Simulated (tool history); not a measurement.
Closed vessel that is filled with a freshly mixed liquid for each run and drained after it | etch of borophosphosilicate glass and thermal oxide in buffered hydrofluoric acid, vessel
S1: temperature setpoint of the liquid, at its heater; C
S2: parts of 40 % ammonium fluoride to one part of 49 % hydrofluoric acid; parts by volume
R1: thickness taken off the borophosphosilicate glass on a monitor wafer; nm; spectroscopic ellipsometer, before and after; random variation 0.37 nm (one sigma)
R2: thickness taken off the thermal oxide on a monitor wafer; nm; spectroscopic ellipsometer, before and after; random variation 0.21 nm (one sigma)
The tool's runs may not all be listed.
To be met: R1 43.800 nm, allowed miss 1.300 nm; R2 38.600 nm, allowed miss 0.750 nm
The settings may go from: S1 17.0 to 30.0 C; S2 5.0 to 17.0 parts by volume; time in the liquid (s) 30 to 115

run 1 hour=0.0 | S1=22.0 S2=10.5 time_in_the_liquid_(s)=60 | R1=68.067 R2=60.638
run 2 hour=8.5 | S1=22.0 S2=8.0 time_in_the_liquid_(s)=60 | R1=86.982 R2=75.848
run 3 hour=9.6 | S1=21.5 S2=8.5 time_in_the_liquid_(s)=60 | R1=79.761 R2=70.038
run 4 hour=18.7 | S1=24.5 S2=8.5 time_in_the_liquid_(s)=60 | R1=91.608 R2=82.121
run 5 hour=20.9 | S1=23.5 S2=9.0 time_in_the_liquid_(s)=60 | R1=82.780 R2=74.014
run 6 hour=25.6 | S1=22.0 S2=9.0 time_in_the_liquid_(s)=60 | R1=76.247 R2=67.216
run 7 hour=33.7 | S1=22.0 S2=9.0 time_in_the_liquid_(s)=60 | R1=76.019 R2=67.258
run 8 hour=35.2 | S1=21.5 S2=9.5 time_in_the_liquid_(s)=60 | R1=72.005 R2=62.920
run 9 hour=36.0 | S1=21.0 S2=10.0 time_in_the_liquid_(s)=60 | R1=67.464 R2=59.663
run 10 hour=42.3 | S1=20.5 S2=10.5 time_in_the_liquid_(s)=60 | R1=63.132 R2=56.156
run 11 hour=48.8 | S1=20.5 S2=10.5 time_in_the_liquid_(s)=60 | R1=62.521 R2=55.093
run 12 hour=57.7 | S1=20.0 S2=11.0 time_in_the_liquid_(s)=60 | R1=58.159 R2=51.407
run 13 hour=59.6 | S1=19.5 S2=11.0 time_in_the_liquid_(s)=60 | R1=56.692 R2=50.185
run 14 hour=66.2 | S1=17.0 S2=13.0 time_in_the_liquid_(s)=60 | R1=41.305 R2=36.837

Which of these 4 next moves meets every target?
run A hour=72.8 | S1=25.0 S2=13.5 time_in_the_liquid_(s)=40 | R1=? R2=?
run B hour=72.8 | S1=19.0 S2=11.5 time_in_the_liquid_(s)=50 | R1=? R2=?
run C hour=72.8 | S1=17.5 S2=12.0 time_in_the_liquid_(s)=60 | R1=? R2=?
run D hour=72.8 | S1=21.5 S2=15.5 time_in_the_liquid_(s)=55 | R1=? R2=?

move=A R1=41.293 R2=36.765
move=B R1=43.543 R2=38.584
move=C R1=46.073 R2=40.793
move=D R1=40.967 R2=36.425
A: as far off as the last run
B: meets every target
C: takes the result that was furthest off past its target
D: further off than the last run
The right move is B.
